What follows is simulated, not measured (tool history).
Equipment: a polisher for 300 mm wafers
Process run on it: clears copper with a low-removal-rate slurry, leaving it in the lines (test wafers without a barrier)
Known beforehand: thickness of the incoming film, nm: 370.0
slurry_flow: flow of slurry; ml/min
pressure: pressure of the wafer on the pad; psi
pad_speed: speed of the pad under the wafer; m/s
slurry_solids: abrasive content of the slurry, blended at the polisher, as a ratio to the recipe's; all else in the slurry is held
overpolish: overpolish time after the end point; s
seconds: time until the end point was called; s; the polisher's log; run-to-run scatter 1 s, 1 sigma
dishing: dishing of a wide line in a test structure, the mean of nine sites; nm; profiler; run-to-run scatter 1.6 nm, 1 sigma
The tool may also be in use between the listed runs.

run,hour,slurry_flow,pressure,pad_speed,slurry_solids,overpolish,seconds,dishing
1,0.0,295,3.0,1.34,1.0,25,96.703,62.160
2,0.6,295,3.0,1.34,1.0,34,95.459,77.647
3,2.4,295,2.4,1.34,1.0,34,120.730,61.241
4,5.8,295,2.4,1.06,1.0,34,149.430,52.398
5,7.1,295,2.6,1.06,1.0,34,140.040,59.527
6,11.6,295,2.2,1.06,1.0,34,163.170,51.040
7,14.3,295,2.4,1.06,1.0,34,146.960,54.117

Run 8, settings as shown, results not yet in. Your forecast:
# hour 16.4: slurry nozzle cleaned
8,16.4,295,2.6,1.06,1.0,34,?,?

Run 8 yielded seconds 136.930 s, dishing 58.640 nm.

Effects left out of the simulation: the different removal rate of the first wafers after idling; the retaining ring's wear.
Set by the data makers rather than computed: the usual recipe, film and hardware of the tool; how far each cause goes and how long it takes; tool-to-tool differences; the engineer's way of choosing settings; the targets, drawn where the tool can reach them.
